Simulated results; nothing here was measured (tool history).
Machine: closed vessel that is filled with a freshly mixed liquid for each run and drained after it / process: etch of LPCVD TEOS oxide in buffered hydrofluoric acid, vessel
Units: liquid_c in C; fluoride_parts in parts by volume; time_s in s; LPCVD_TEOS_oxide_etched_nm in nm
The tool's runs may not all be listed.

Run 1, day 0.000: liquid_c 22.0 C, fluoride_parts 16.0 parts by volume, time_s 90 s. Result: LPCVD_TEOS_oxide_etched_nm 266.43 nm.
Run 2, day 0.371: liquid_c 22.0 C, fluoride_parts 16.0 parts by volume, time_s 90 s. Result: LPCVD_TEOS_oxide_etched_nm 264.70 nm.
Run 3, day 0.492: liquid_c 22.5 C, fluoride_parts 16.0 parts by volume, time_s 90 s. Result: LPCVD_TEOS_oxide_etched_nm 273.74 nm.
Run 4, day 0.638: liquid_c 23.0 C, fluoride_parts 16.0 parts by volume, time_s 90 s. Result: LPCVD_TEOS_oxide_etched_nm 282.01 nm.
Run 5, day 0.750: liquid_c 23.0 C, fluoride_parts 13.0 parts by volume, time_s 90 s. Result: LPCVD_TEOS_oxide_etched_nm 346.46 nm.
Run 6, day 1.121: liquid_c 23.0 C, fluoride_parts 13.0 parts by volume, time_s 90 s. Result: LPCVD_TEOS_oxide_etched_nm 344.56 nm.

The next listed run, before its measurement:
Run 7, day 1.246: liquid_c 22.5 C, fluoride_parts 13.0 parts by volume, time_s 90 s. Result: LPCVD_TEOS_oxide_etched_nm ?.

LPCVD_TEOS_oxide_etched_nm: 331.24 nm
